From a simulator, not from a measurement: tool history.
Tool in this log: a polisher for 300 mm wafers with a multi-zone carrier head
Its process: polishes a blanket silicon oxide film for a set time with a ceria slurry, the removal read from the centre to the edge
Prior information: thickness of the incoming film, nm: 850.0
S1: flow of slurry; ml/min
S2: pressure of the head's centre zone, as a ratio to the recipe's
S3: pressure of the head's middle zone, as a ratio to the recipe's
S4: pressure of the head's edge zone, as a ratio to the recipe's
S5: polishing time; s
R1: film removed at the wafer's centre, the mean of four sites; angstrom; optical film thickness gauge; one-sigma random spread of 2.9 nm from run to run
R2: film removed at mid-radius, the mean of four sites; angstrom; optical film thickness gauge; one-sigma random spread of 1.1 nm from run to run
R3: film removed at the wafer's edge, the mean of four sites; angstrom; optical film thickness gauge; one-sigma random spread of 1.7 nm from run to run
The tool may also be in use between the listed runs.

run,hour,S1,S2,S3,S4,S5,R1,R2,R3
1,0,315,1,1,1,69,3511.6,3611.5,3622.8
2,2.1,310,1,0.98,0.98,64,3288.4,3265.1,3366.4
3,7.2,310,1,0.98,0.98,78,3861.3,3995.3,4135.1
4,8.5,310,0.99,0.97,0.97,72,3560.6,3699.3,3793.4
5,9.1,300,0.99,0.96,0.96,67,3370.6,3360.9,3541.5
6,17,325,0.99,0.96,0.96,67,3349.5,3400.9,3487.7
7,22.6,330,0.98,0.94,0.95,62,3031.7,3121.1,3247.4
8,27.4,335,0.98,0.93,0.94,58,2922.4,2855.8,3009.1
9,28.3,340,0.97,0.92,0.93,55,2756.5,2696.5,2872.8

What will run 10 give?
10,37.1,345,0.97,0.91,0.92,52,?,?,?

R1: 2618.2 angstrom
R2: 2533.2 angstrom
R3: 2669 angstrom
